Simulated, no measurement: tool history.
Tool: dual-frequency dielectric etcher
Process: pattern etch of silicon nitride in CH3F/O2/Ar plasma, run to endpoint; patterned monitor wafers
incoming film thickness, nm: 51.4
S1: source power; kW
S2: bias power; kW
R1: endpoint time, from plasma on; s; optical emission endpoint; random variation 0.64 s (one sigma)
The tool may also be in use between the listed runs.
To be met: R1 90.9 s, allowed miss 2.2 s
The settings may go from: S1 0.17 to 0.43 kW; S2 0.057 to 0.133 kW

Run 1, day 0: S1 0.3 kW, S2 0.095 kW. Result: R1 81.825 s.
Run 2, day 0.204: S1 0.29 kW, S2 0.094 kW. Result: R1 83.321 s.
Run 3, day 0.362: S1 0.28 kW, S2 0.093 kW. Result: R1 86.454 s.
Run 4, day 0.692: S1 0.27 kW, S2 0.092 kW. Result: R1 88.594 s.
Run 5, day 0.779: S1 0.24 kW, S2 0.092 kW. Result: R1 93.472 s.
Run 6, day 0.821: S1 0.24 kW, S2 0.084 kW. Result: R1 99.323 s.
Run 7, day 1.067: S1 0.3 kW, S2 0.088 kW. Result: R1 83.436 s.
Run 8, day 1.271: S1 0.29 kW, S2 0.088 kW. Result: R1 86.18 s.
Run 9, day 1.358: S1 0.28 kW, S2 0.087 kW. Result: R1 86.733 s.

4 next moves are on the table. One of them brings every result within its allowed miss. Which?
Run A, day 1.446: S1 0.26 kW, S2 0.079 kW. Result: R1 ?.
Run B, day 1.446: S1 0.28 kW, S2 0.091 kW. Result: R1 ?.
Run C, day 1.446: S1 0.25 kW, S2 0.094 kW. Result: R1 ?.
Run D, day 1.446: S1 0.24 kW, S2 0.09 kW. Result: R1 ?.

move      R1
   A  94.895
   B  86.351
   C  91.346
   D   95.22
A: takes the result that was furthest off past its target
B: further off than the last run
C: meets every target
D: takes the result that was furthest off past its target
Move C is the one to make.
